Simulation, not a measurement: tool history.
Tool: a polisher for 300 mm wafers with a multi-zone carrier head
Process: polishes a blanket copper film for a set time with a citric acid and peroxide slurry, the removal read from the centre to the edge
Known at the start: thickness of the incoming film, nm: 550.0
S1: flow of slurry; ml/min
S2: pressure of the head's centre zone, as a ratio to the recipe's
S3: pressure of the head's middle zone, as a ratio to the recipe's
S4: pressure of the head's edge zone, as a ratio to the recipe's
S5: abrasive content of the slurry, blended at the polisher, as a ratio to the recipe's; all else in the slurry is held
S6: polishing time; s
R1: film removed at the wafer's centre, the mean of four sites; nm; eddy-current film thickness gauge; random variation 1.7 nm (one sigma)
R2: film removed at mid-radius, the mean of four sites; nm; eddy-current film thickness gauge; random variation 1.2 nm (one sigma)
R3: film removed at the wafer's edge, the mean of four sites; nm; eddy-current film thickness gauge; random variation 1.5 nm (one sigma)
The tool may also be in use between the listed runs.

run	day	S1	S2	S3	S4	S5	S6	R1	R2	R3
1	0.000	230	1.00	1.00	1.00	1.00	54	197.07	204.79	199.52
2	0.058	230	1.04	1.00	1.00	1.00	54	206.88	202.56	203.44
3	0.292	230	1.04	1.00	1.00	1.00	43	163.89	160.49	159.04
4	0.650	225	1.02	1.01	0.94	0.95	43	153.80	159.82	152.87
5	0.971	225	1.04	1.04	0.90	0.90	43	161.70	160.31	147.41
6	1.192	225	1.04	1.04	0.90	0.90	55	200.98	205.95	187.76
7	1.488	230	1.03	1.05	0.88	0.75	51	182.03	183.98	168.15

Forecast run 8:
8	1.721	225	1.02	1.07	0.86	0.70	49	?	?	?

R1: 170.70 nm
R2: 179.21 nm
R3: 157.80 nm

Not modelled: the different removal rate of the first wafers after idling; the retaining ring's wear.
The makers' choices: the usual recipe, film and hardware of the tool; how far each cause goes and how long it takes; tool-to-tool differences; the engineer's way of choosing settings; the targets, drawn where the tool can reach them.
